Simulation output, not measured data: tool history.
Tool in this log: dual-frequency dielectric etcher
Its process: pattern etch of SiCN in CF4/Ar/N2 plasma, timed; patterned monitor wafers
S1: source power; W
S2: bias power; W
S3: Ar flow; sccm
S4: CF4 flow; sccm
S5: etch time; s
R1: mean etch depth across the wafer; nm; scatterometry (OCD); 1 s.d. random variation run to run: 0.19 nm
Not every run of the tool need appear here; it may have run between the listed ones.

run	hour	S1	S2	S3	S4	S5	R1
1	0.0	560	92	136	63	38.5	42.873
2	3.5	520	87	139	62	38.5	38.563
3	11.7	520	87	128	62	38.5	38.506
4	18.4	490	85	128	62	38.5	36.142
5	24.9	460	84	128	62	38.5	33.378
6	30.9	440	84	128	62	38.5	32.069
7	38.2	420	84	128	62	38.5	30.275
8	43.9	410	84	128	62	38.5	29.645
9	45.2	400	84	128	62	38.5	28.959
10	47.4	340	83	128	62	38.5	23.661

What will run 11 give?
11	51.2	350	83	128	62	38.5	?

{"run 11": {"R1": 24.415}}

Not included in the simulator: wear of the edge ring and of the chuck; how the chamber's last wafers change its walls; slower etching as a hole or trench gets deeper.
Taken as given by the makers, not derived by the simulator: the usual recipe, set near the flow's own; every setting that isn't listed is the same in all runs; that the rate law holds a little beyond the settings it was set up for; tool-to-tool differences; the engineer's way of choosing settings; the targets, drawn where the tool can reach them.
